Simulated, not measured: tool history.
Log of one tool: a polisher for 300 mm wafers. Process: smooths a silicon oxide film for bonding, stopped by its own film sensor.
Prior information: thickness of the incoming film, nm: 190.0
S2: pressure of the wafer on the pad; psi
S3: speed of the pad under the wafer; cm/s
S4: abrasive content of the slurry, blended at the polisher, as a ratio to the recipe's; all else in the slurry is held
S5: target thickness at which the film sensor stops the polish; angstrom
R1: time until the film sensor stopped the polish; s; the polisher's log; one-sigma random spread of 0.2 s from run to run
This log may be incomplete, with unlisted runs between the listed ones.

Run 1, hour 0.0: flow of slurry (ml/min) 275, S2 2.4 psi, S3 104 cm/s, S4 1.00, S5 1730 angstrom. Result: R1 20.853 s.
Run 2, hour 1.0: flow of slurry (ml/min) 275, S2 2.4 psi, S3 104 cm/s, S4 1.15, S5 1730 angstrom. Result: R1 19.748 s.
Run 3, hour 9.4: flow of slurry (ml/min) 275, S2 2.4 psi, S3 94 cm/s, S4 1.15, S5 1730 angstrom. Result: R1 21.140 s.
Run 4, hour 18.0: flow of slurry (ml/min) 275, S2 2.6 psi, S3 94 cm/s, S4 1.15, S5 1730 angstrom. Result: R1 19.761 s.
Run 5, hour 23.9: flow of slurry (ml/min) 275, S2 2.6 psi, S3 94 cm/s, S4 1.00, S5 1730 angstrom. Result: R1 20.903 s.
Run 6, hour 31.3: flow of slurry (ml/min) 340, S2 2.6 psi, S3 94 cm/s, S4 1.00, S5 1730 angstrom. Result: R1 20.084 s.
Run 7, hour 37.0: flow of slurry (ml/min) 340, S2 2.8 psi, S3 94 cm/s, S4 1.00, S5 1730 angstrom. Result: R1 18.414 s.

What does the tool deliver on the next run?
Run 8, hour 45.1: flow of slurry (ml/min) 340, S2 2.9 psi, S3 94 cm/s, S4 1.00, S5 1730 angstrom. Result: R1 ?.

{"run 8": {"R1": 18.101}}
